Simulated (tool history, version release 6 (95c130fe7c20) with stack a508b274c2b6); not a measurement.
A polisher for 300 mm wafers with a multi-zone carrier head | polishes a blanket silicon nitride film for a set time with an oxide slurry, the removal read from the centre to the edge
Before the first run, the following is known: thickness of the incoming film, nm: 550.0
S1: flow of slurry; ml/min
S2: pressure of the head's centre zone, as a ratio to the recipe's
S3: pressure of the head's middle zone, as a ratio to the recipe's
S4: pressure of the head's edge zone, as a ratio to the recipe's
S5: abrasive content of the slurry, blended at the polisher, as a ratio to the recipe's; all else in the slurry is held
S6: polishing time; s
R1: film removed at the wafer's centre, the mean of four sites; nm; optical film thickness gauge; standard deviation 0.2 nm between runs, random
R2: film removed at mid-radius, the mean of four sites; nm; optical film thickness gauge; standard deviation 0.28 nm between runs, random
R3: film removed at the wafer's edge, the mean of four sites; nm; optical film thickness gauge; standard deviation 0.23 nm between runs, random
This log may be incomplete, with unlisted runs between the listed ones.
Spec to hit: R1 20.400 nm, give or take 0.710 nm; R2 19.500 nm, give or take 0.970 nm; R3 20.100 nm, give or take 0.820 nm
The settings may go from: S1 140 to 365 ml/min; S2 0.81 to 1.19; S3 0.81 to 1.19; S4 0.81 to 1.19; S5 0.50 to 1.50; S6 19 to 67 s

run,hour,S1,S2,S3,S4,S5,S6,R1,R2,R3
1,0.0,235,1.00,1.00,1.00,1.00,43,25.489,25.400,24.611
2,5.9,235,1.00,1.00,1.00,1.00,48,28.288,27.819,27.985
3,8.3,235,0.99,0.99,0.99,0.95,48,28.063,27.148,27.369
4,16.1,235,0.98,0.98,0.98,0.90,47,26.862,26.282,25.845
5,19.1,235,1.05,0.98,0.98,0.90,47,28.140,25.789,25.546
6,25.4,230,1.03,0.97,0.98,0.85,47,26.786,25.323,25.301
7,26.0,230,1.02,0.96,0.98,0.80,46,25.243,24.139,24.333
8,29.9,220,0.97,0.87,0.88,0.55,45,20.514,18.199,19.008
# hour 32.3: worn pad replaced by a new one
9,32.3,220,0.97,0.88,0.89,0.55,45,21.372,20.062,20.859
10,33.8,220,0.97,0.88,0.88,0.55,45,21.899,19.565,20.422
11,35.6,220,0.96,0.88,0.88,0.55,45,21.752,19.845,20.167
12,37.3,220,0.95,0.88,0.88,0.55,45,21.176,19.672,20.512

Which single option among these 4 for the next run brings every result within its allowed miss of target? Just one does.
A,39.0,220,0.95,0.87,0.89,0.60,45,?,?,?
B,39.0,295,1.00,0.96,0.87,0.60,41,?,?,?
C,39.0,195,0.86,0.81,0.96,0.60,45,?,?,?
D,39.0,220,0.93,0.90,0.91,0.65,41,?,?,?

move,R1,R2,R3
A,21.811,20.316,21.295
B,21.514,20.805,19.698
C,19.812,18.824,21.781
D,20.223,19.689,20.263
A: misses by more than the last run did
B: misses by more than the last run did
C: puts the biggest miss on target and leaves a different result outside tolerance
D: all results land within tolerance of their targets
The right move is D.

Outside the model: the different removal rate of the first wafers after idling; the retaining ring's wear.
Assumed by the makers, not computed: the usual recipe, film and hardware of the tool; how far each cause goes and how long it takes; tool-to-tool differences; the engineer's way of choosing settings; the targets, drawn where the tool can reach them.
